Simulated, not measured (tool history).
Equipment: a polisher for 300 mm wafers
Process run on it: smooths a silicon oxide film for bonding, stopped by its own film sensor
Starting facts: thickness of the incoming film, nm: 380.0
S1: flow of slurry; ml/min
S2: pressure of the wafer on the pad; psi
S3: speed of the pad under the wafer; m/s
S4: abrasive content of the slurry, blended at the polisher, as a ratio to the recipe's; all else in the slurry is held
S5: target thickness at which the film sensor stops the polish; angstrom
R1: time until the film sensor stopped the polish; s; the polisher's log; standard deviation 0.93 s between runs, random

run	hour	S1	S2	S3	S4	S5	R1
1	0	150	1.6	0.8	1	3270	89.515
2	4	160	1.6	0.8	1	3270	93.854
3	9.8	160	1.7	0.8	1	3270	87.07
4	18.3	160	1.5	0.8	1	3270	100.6
5	27.1	160	1.1	0.8	1	3270	134.31
6	31	160	1.2	0.82	1	3270	125.41

Expected results for the next run?
7	36.3	160	1.3	0.84	1	3270	?

Run 7 came out at R1 107.32 s.

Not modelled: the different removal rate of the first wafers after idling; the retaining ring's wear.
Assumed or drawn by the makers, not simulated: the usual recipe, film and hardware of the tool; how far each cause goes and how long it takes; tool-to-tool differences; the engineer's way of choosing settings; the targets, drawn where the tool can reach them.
